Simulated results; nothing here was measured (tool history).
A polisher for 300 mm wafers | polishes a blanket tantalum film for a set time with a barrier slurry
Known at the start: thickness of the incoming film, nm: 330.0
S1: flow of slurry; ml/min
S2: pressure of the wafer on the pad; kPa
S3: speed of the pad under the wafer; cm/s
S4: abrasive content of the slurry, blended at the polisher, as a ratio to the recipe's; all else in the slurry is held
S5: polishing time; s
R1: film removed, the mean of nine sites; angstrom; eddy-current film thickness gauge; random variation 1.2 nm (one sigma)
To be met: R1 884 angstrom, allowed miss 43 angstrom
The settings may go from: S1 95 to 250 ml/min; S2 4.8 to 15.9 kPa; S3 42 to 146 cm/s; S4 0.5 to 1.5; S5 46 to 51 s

run  hour   S1    S2  S3  S4  S5      R1
  1     0  160  10.3  94   1  51  558.52
  2   7.5  160  11.7  94   1  51  657.47
  3   8.1  160  12.4  94   1  51  682.78
  4    13  140  12.4  94   1  51  679.91
  5    20  140  13.8  94   1  51  753.82
  6  25.9  140  14.5  94   1  51  765.24
  7  34.9  140  14.5  96   1  51  772.03
  8  36.7  140  14.5  98   1  51  790.12

4 next moves are on the table. One of them brings every result within its allowed miss. Which?
  A  38.5  165  15.2  124     1  49   ?
  B  38.5  145  15.2  100  1.05  51   ?
  C  38.5  145  15.9  120  0.85  51   ?
  D  38.5  150  13.8  120   1.2  51   ?

move      R1
   A  1000.6
   B   863.4
   C  984.28
   D  952.17
A: takes the result that was furthest off past its target
B: meets every target
C: takes the result that was furthest off past its target
D: takes the result that was furthest off past its target
Answer: B
